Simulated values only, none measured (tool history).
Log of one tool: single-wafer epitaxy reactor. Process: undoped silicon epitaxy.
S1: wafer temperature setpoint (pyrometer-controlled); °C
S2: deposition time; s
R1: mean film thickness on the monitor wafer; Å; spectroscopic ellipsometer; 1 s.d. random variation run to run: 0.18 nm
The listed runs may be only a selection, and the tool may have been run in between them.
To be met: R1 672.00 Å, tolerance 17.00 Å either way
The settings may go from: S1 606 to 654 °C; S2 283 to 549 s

{"run": 1, "hour": 0.0, "S1": 630, "S2": 416, "R1": 413.25}
{"run": 2, "hour": 6.6, "S1": 633, "S2": 417, "R1": 440.22}
{"run": 3, "hour": 12.9, "S1": 636, "S2": 418, "R1": 468.22}
{"run": 4, "hour": 17.7, "S1": 641, "S2": 418, "R1": 517.48}
{"run": 5, "hour": 19.9, "S1": 643, "S2": 418, "R1": 540.53}
{"run": 6, "hour": 24.1, "S1": 644, "S2": 418, "R1": 548.87}
{"run": 7, "hour": 29.7, "S1": 645, "S2": 418, "R1": 558.37}
{"run": 8, "hour": 38.2, "S1": 646, "S2": 419, "R1": 571.01}
{"run": 9, "hour": 42.7, "S1": 647, "S2": 420, "R1": 585.25}
{"run": 10, "hour": 50.6, "S1": 648, "S2": 420, "R1": 594.48}

Below are 4 possible settings for the next run. Only one of them brings all results inside the allowed miss of their targets. Which is it?
{"run": "A", "hour": 58.5, "S1": 654, "S2": 450, "R1": "?"}
{"run": "B", "hour": 58.5, "S1": 648, "S2": 474, "R1": "?"}
{"run": "C", "hour": 58.5, "S1": 648, "S2": 441, "R1": "?"}
{"run": "D", "hour": 58.5, "S1": 650, "S2": 431, "R1": "?"}

move=A R1=717.79
move=B R1=673.65
move=C R1=626.75
move=D R1=636.66
A: pushes the last run's worst result past its target
B: meets every target
C: nearer the targets than the last run, but a result is still out of spec
D: nearer the targets than the last run, but a result is still out of spec
Answer: B
